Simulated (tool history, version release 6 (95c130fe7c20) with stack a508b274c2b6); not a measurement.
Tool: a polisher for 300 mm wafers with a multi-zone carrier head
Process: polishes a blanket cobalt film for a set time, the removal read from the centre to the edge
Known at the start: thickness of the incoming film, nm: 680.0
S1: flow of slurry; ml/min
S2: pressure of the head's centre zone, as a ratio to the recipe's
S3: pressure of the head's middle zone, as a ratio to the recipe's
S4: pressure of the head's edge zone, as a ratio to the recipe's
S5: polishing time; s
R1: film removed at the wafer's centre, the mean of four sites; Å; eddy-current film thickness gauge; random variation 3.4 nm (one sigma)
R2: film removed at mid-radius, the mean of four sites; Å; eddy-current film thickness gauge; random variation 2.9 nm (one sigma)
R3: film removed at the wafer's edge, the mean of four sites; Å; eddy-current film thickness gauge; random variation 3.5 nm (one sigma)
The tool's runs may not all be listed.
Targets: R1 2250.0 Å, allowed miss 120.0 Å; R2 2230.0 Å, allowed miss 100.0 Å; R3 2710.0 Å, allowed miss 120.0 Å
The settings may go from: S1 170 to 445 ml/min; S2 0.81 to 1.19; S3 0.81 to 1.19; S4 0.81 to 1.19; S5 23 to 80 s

run,hour,S1,S2,S3,S4,S5,R1,R2,R3
1,0.0,285,1.00,1.00,1.00,51,2375.7,2134.6,2175.4
2,4.3,285,1.00,1.00,1.00,46,2166.6,1882.8,1953.9
3,5.6,280,0.97,0.98,1.04,49,2180.4,1989.7,2052.9
4,9.2,280,0.97,0.98,1.04,61,2785.6,2446.1,2610.9
5,10.5,260,0.93,0.96,1.07,62,2696.2,2464.5,2727.5
6,17.1,255,0.90,0.94,1.08,62,2588.1,2411.7,2663.5
# hour 18.7: centre zone pressure recalibrated
7,18.7,240,0.88,0.92,1.10,62,2281.7,2355.7,2647.5
8,27.6,240,0.89,0.90,1.11,62,2307.9,2314.7,2703.4

5 next moves are on the table. One of them brings every result within its allowed miss. Which?
A,36.5,190,0.90,0.97,1.06,65,?,?,?
B,36.5,240,0.89,0.94,1.08,64,?,?,?
C,36.5,195,0.87,0.82,1.09,65,?,?,?
D,36.5,255,0.97,0.94,1.07,62,?,?,?
E,36.5,235,0.99,0.88,1.15,62,?,?,?

move,R1,R2,R3
A,2340.5,2533.2,2762.0
B,2354.6,2511.6,2807.1
C,2268.8,2258.7,2813.2
D,2506.5,2448.5,2720.6
E,2531.8,2314.9,2804.6
A: further off than the last run
B: further off than the last run
C: meets every target
D: further off than the last run
E: brings the result that was furthest off to its target, and leaves another outside
Move C is the one to make.
